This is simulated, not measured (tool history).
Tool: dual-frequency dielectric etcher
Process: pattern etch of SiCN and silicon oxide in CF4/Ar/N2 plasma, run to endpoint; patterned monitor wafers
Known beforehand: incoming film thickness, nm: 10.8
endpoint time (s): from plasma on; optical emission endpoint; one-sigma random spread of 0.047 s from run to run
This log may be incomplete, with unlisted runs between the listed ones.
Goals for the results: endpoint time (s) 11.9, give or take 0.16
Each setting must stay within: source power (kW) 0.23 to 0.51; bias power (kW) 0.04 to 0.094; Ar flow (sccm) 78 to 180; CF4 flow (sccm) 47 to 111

run 1 hour=0 | source_power_(kW)=0.37 bias_power_(kW)=0.067 Ar_flow_(sccm)=129 CF4_flow_(sccm)=79 | endpoint_time_(s)=16.635
run 2 hour=3.2 | source_power_(kW)=0.37 bias_power_(kW)=0.057 Ar_flow_(sccm)=129 CF4_flow_(sccm)=79 | endpoint_time_(s)=17.782
run 3 hour=8.5 | source_power_(kW)=0.37 bias_power_(kW)=0.057 Ar_flow_(sccm)=129 CF4_flow_(sccm)=89 | endpoint_time_(s)=17.378
run 4 hour=13.6 | source_power_(kW)=0.41 bias_power_(kW)=0.059 Ar_flow_(sccm)=128 CF4_flow_(sccm)=89 | endpoint_time_(s)=15.554
run 5 hour=16.2 | source_power_(kW)=0.41 bias_power_(kW)=0.059 Ar_flow_(sccm)=148 CF4_flow_(sccm)=89 | endpoint_time_(s)=16.001
run 6 hour=24.1 | source_power_(kW)=0.44 bias_power_(kW)=0.062 Ar_flow_(sccm)=147 CF4_flow_(sccm)=89 | endpoint_time_(s)=14.695
run 7 hour=29.2 | source_power_(kW)=0.46 bias_power_(kW)=0.065 Ar_flow_(sccm)=146 CF4_flow_(sccm)=89 | endpoint_time_(s)=13.771
run 8 hour=36.6 | source_power_(kW)=0.48 bias_power_(kW)=0.067 Ar_flow_(sccm)=145 CF4_flow_(sccm)=89 | endpoint_time_(s)=13.058
run 9 hour=43.9 | source_power_(kW)=0.49 bias_power_(kW)=0.068 Ar_flow_(sccm)=145 CF4_flow_(sccm)=89 | endpoint_time_(s)=12.795
run 10 hour=45.8 | source_power_(kW)=0.5 bias_power_(kW)=0.07 Ar_flow_(sccm)=144 CF4_flow_(sccm)=89 | endpoint_time_(s)=12.313
run 11 hour=49.8 | source_power_(kW)=0.5 bias_power_(kW)=0.071 Ar_flow_(sccm)=144 CF4_flow_(sccm)=89 | endpoint_time_(s)=12.293
run 12 hour=55.7 | source_power_(kW)=0.5 bias_power_(kW)=0.072 Ar_flow_(sccm)=144 CF4_flow_(sccm)=89 | endpoint_time_(s)=12.255

Next run, 5 choices. One meets every target within its allowed miss, the rest don't. Which?
run A hour=61.6 | source_power_(kW)=0.48 bias_power_(kW)=0.067 Ar_flow_(sccm)=148 CF4_flow_(sccm)=110 | endpoint_time_(s)=?
run B hour=61.6 | source_power_(kW)=0.48 bias_power_(kW)=0.075 Ar_flow_(sccm)=140 CF4_flow_(sccm)=78 | endpoint_time_(s)=?
run C hour=61.6 | source_power_(kW)=0.51 bias_power_(kW)=0.075 Ar_flow_(sccm)=145 CF4_flow_(sccm)=84 | endpoint_time_(s)=?
run D hour=61.6 | source_power_(kW)=0.41 bias_power_(kW)=0.085 Ar_flow_(sccm)=109 CF4_flow_(sccm)=95 | endpoint_time_(s)=?
run E hour=61.6 | source_power_(kW)=0.48 bias_power_(kW)=0.074 Ar_flow_(sccm)=131 CF4_flow_(sccm)=90 | endpoint_time_(s)=?

move=A endpoint_time_(s)=12.756
move=B endpoint_time_(s)=12.709
move=C endpoint_time_(s)=11.963
move=D endpoint_time_(s)=12.968
move=E endpoint_time_(s)=12.342
A: misses by more than the last run did
B: misses by more than the last run did
C: all results in spec
D: misses by more than the last run did
E: misses by more than the last run did
Correct choice: C, which meets every target

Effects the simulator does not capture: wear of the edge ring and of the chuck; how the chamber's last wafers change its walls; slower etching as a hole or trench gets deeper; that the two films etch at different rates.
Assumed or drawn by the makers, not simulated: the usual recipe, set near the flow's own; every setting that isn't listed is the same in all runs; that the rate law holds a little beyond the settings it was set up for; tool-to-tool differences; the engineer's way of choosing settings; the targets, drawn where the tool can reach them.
